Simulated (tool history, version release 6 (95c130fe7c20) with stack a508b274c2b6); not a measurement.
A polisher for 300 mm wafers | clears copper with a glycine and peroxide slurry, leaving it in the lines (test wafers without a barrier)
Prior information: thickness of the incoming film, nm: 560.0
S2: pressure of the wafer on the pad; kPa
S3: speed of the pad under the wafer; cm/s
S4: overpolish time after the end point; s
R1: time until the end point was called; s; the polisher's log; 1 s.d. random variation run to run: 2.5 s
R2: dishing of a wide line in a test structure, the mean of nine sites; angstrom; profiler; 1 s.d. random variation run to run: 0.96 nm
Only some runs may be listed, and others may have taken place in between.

run 1 day=0.000 | flow_of_slurry_(ml/min)=160 S2=19.3 S3=86 S4=23 | R1=115.400 R2=826.44
run 2 day=0.204 | flow_of_slurry_(ml/min)=160 S2=24.1 S3=86 S4=23 | R1=93.675 R2=945.50
run 3 day=0.350 | flow_of_slurry_(ml/min)=155 S2=22.1 S3=86 S4=25 | R1=101.790 R2=950.79
run 4 day=0.542 | flow_of_slurry_(ml/min)=155 S2=22.1 S3=86 S4=29 | R1=98.861 R2=1033.30
run 5 day=0.904 | flow_of_slurry_(ml/min)=155 S2=24.8 S3=86 S4=29 | R1=90.129 R2=1131.00
run 6 day=1.146 | flow_of_slurry_(ml/min)=155 S2=29.6 S3=86 S4=29 | R1=79.065 R2=1241.30
run 7 day=1.429 | flow_of_slurry_(ml/min)=150 S2=25.5 S3=84 S4=31 | R1=91.557 R2=1160.20

What will run 8 give?
run 8 day=1.779 | flow_of_slurry_(ml/min)=145 S2=22.8 S3=84 S4=33 | R1=? R2=?

Run 8 yielded R1 99.637 s, R2 1125.00 angstrom.
